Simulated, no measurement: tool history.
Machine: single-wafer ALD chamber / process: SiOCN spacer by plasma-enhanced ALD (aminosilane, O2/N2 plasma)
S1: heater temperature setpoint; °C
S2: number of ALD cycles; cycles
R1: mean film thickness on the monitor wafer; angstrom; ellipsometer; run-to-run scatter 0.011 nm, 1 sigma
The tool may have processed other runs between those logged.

{"run": 1, "day": 0.0, "S1": 395, "S2": 66, "R1": 37.443}
{"run": 2, "day": 0.204, "S1": 386, "S2": 66, "R1": 37.526}
{"run": 3, "day": 0.475, "S1": 386, "S2": 61, "R1": 34.714}
{"run": 4, "day": 0.667, "S1": 376, "S2": 61, "R1": 34.724}
{"run": 5, "day": 0.792, "S1": 371, "S2": 61, "R1": 34.84}
{"run": 6, "day": 1.075, "S1": 371, "S2": 55, "R1": 31.207}
{"run": 7, "day": 1.129, "S1": 371, "S2": 55, "R1": 30.883}
{"run": 8, "day": 1.433, "S1": 371, "S2": 54, "R1": 30.823}

Run 9, settings as shown, results not yet in. Your forecast:
{"run": 9, "day": 1.588, "S1": 371, "S2": 47, "R1": "?"}

R1: 26.706 angstrom
